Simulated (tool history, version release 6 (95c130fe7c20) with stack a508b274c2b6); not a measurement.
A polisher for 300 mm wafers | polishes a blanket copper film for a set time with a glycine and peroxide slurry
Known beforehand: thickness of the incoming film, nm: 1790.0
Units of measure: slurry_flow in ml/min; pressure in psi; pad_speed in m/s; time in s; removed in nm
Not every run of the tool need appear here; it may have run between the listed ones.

run  hour  slurry_flow  pressure  pad_speed  time  removed
  1     0          245       3.3       0.88   105   489.59
  2   3.5          245       3.3       0.88   111   518.03
  3   6.3          245       3.2       0.88   111   517.61
  4  10.7          245       3.2       0.88   105   481.49
  5  19.4          280       3.2       0.88   105   488.59
  6  20.1          280       3.1       0.88   105   478.05
  7    28          275         3       0.88   105   462.37

Estimate the outcome of run 8 from the log above:
  8  30.9          275       2.9       0.88   105        ?

Run 8 gave removed 455.2 nm.
